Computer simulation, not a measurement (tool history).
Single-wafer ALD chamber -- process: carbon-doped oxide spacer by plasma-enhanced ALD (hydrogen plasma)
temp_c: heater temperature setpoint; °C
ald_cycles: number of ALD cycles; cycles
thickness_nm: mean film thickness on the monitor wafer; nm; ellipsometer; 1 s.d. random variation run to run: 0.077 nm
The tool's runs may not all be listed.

| run | hour | temp_c | ald_cycles | thickness_nm |
|---|---|---|---|---|
| 1 | 0 | 385 | 589 | 26.079 |
| 2 | 3.7 | 385 | 582 | 25.678 |
| 3 | 12 | 385 | 577 | 25.548 |
| 4 | 16.7 | 378 | 577 | 25.542 |
| 5 | 25.3 | 373 | 577 | 25.421 |
| 6 | 32.7 | 367 | 577 | 25.486 |
| 7 | 35.9 | 367 | 572 | 25.363 |
| 8 | 45.2 | 367 | 568 | 25.11 |
| 9 | 53.6 | 367 | 565 | 24.889 |

What will run 10 give?
| 10 | 56.8 | 367 | 562 | ? |

Run 10 yielded thickness_nm 24.974 nm.

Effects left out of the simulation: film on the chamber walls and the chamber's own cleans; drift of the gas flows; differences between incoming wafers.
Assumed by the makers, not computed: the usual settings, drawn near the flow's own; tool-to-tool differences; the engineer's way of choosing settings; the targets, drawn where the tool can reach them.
